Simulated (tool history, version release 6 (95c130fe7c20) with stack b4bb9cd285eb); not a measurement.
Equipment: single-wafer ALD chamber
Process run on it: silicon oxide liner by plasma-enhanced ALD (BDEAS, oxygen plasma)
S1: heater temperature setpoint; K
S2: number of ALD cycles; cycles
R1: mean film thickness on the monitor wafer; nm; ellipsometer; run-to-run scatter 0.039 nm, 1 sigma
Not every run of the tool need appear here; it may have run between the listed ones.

Run 1, hour 0.0: S1 593.15 K, S2 81 cycles. Result: R1 7.5143 nm.
Run 2, hour 1.0: S1 593.15 K, S2 75 cycles. Result: R1 6.9702 nm.
Run 3, hour 5.5: S1 586.15 K, S2 75 cycles. Result: R1 7.0507 nm.
Run 4, hour 13.3: S1 585.15 K, S2 82 cycles. Result: R1 7.7276 nm.
Run 5, hour 17.3: S1 585.15 K, S2 93 cycles. Result: R1 8.7841 nm.
Run 6, hour 19.6: S1 584.15 K, S2 95 cycles. Result: R1 8.9829 nm.
Run 7, hour 21.2: S1 583.15 K, S2 96 cycles. Result: R1 9.0798 nm.
Run 8, hour 25.1: S1 583.15 K, S2 97 cycles. Result: R1 9.2027 nm.
Run 9, hour 26.4: S1 582.15 K, S2 98 cycles. Result: R1 9.3888 nm.

For run 10, what comes out?
Run 10, hour 31.7: S1 581.15 K, S2 98 cycles. Result: R1 ?.

R1: 9.3452 nm
